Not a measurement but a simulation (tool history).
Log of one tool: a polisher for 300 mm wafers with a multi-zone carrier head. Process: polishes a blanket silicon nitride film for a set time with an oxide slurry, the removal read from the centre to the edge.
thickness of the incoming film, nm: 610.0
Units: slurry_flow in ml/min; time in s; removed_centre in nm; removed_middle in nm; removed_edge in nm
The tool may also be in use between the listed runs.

run,hour,slurry_flow,centre_zone,middle_zone,edge_zone,slurry_solids,time,removed_centre,removed_middle,removed_edge
1,0,125,1,1,1,1,89,52.15,51.064,50.9
2,3.1,115,1.01,1.01,0.96,1,89,52.926,50.184,49.637
3,3.9,125,1.01,1.01,0.96,1,89,52.344,52.561,49.643
4,10.9,125,0.93,1.01,0.96,1,89,49.165,51.25,49.783
5,12.9,120,0.95,1.01,0.93,1,89,49.102,50.664,48.724
6,20.3,120,0.95,1.01,1.01,1,89,49.397,51.468,51.385
7,28.7,115,0.96,1.01,0.97,1,89,49.879,52.375,49.321

The next listed run, before its measurement:
8,33.1,110,0.97,1,0.94,1,89,?,?,?

{"run 8": {"removed_centre": 50.334, "removed_middle": 51.311, "removed_edge": 48.992}}

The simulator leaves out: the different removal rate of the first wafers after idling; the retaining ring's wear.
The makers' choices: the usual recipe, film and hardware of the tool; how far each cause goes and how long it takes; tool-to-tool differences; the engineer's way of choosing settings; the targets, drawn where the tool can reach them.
